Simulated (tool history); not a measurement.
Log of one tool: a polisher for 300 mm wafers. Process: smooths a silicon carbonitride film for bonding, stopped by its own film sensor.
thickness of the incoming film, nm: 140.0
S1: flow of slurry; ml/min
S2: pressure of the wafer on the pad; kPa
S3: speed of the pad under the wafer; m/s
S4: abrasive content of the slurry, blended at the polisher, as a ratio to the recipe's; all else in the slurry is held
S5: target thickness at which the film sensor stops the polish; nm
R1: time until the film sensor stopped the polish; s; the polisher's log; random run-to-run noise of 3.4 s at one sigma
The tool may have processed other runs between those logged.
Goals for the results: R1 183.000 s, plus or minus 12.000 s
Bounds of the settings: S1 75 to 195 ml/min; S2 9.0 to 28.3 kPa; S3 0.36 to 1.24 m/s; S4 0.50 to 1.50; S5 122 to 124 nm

Run 1, day 0.000: S1 125 ml/min, S2 18.6 kPa, S3 0.80 m/s, S4 1.00, S5 122 nm. Result: R1 56.458 s.
Run 2, day 0.054: S1 115 ml/min, S2 15.9 kPa, S3 0.66 m/s, S4 0.90, S5 122 nm. Result: R1 79.908 s.
Run 3, day 0.325: S1 110 ml/min, S2 13.8 kPa, S3 0.56 m/s, S4 0.80, S5 122 nm. Result: R1 113.420 s.
Run 4, day 0.592: S1 110 ml/min, S2 13.8 kPa, S3 0.64 m/s, S4 0.80, S5 122 nm. Result: R1 99.860 s.
Run 5, day 0.808: S1 110 ml/min, S2 12.4 kPa, S3 0.56 m/s, S4 0.80, S5 122 nm. Result: R1 123.610 s.
Run 6, day 1.125: S1 110 ml/min, S2 11.7 kPa, S3 0.52 m/s, S4 0.80, S5 122 nm. Result: R1 141.930 s.
Run 7, day 1.346: S1 110 ml/min, S2 11.0 kPa, S3 0.50 m/s, S4 0.80, S5 122 nm. Result: R1 151.400 s.
Run 8, day 1.554: S1 110 ml/min, S2 10.3 kPa, S3 0.50 m/s, S4 0.80, S5 122 nm. Result: R1 154.810 s.

Consider the 5 candidate settings below. Which is the only one whose results all fall within their allowed miss of target?
Run A, day 1.762: S1 105 ml/min, S2 9.0 kPa, S3 0.66 m/s, S4 0.70, S5 122 nm. Result: R1 ?.
Run B, day 1.762: S1 105 ml/min, S2 11.0 kPa, S3 0.42 m/s, S4 0.80, S5 124 nm. Result: R1 ?.
Run C, day 1.762: S1 140 ml/min, S2 9.0 kPa, S3 0.40 m/s, S4 0.95, S5 123 nm. Result: R1 ?.
Run D, day 1.762: S1 180 ml/min, S2 12.4 kPa, S3 0.44 m/s, S4 0.70, S5 122 nm. Result: R1 ?.
Run E, day 1.762: S1 90 ml/min, S2 9.0 kPa, S3 0.64 m/s, S4 0.80, S5 122 nm. Result: R1 ?.

move       R1
   A  155.460
   B  153.620
   C  175.690
   D  147.240
   E  152.920
A: about the same distance from the targets as the last run
B: about the same distance from the targets as the last run
C: all results in spec
D: misses by more than the last run did
E: misses by more than the last run did
C is the move that brings every result within its allowed miss.

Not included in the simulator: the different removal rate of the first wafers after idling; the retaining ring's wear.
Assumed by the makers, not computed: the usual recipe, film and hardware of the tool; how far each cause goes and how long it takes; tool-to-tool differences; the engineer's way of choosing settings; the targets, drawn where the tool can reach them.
